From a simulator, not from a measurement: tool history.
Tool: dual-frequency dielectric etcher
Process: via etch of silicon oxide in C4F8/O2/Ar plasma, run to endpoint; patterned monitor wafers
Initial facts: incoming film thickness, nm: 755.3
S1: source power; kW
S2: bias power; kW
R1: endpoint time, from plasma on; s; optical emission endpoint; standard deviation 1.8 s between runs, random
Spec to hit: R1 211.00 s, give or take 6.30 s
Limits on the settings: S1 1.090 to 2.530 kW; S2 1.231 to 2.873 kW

{"run": 1, "hour": 0.0, "S1": 1.81, "S2": 2.052, "R1": 170.39}
{"run": 2, "hour": 1.8, "S1": 2.07, "S2": 2.052, "R1": 160.65}
{"run": 3, "hour": 9.9, "S1": 1.91, "S2": 1.946, "R1": 168.88}
{"run": 4, "hour": 18.9, "S1": 1.77, "S2": 1.86, "R1": 174.1}
{"run": 5, "hour": 25.9, "S1": 2.02, "S2": 1.86, "R1": 169.39}
{"run": 6, "hour": 31.2, "S1": 2.02, "S2": 1.733, "R1": 171.05}
{"run": 7, "hour": 34.8, "S1": 1.88, "S2": 1.638, "R1": 179.61}
{"run": 8, "hour": 37.6, "S1": 1.88, "S2": 1.638, "R1": 178.62}

Next run, 5 choices. One meets every target within its allowed miss, the rest don't. Which?
{"run": "A", "hour": 40.4, "S1": 1.59, "S2": 1.231, "R1": "?"}
{"run": "B", "hour": 40.4, "S1": 2.05, "S2": 2.293, "R1": "?"}
{"run": "C", "hour": 40.4, "S1": 2.44, "S2": 2.254, "R1": "?"}
{"run": "D", "hour": 40.4, "S1": 1.61, "S2": 1.528, "R1": "?"}
{"run": "E", "hour": 40.4, "S1": 1.61, "S2": 1.441, "R1": "?"}

move=A R1=210.70
move=B R1=157.18
move=C R1=148.19
move=D R1=195.90
move=E R1=199.58
A: in spec on every target
B: its largest miss is bigger than the last run's
C: its largest miss is bigger than the last run's
D: nearer the targets than the last run, but a result is still out of spec
E: nearer the targets than the last run, but a result is still out of spec
A meets every target.
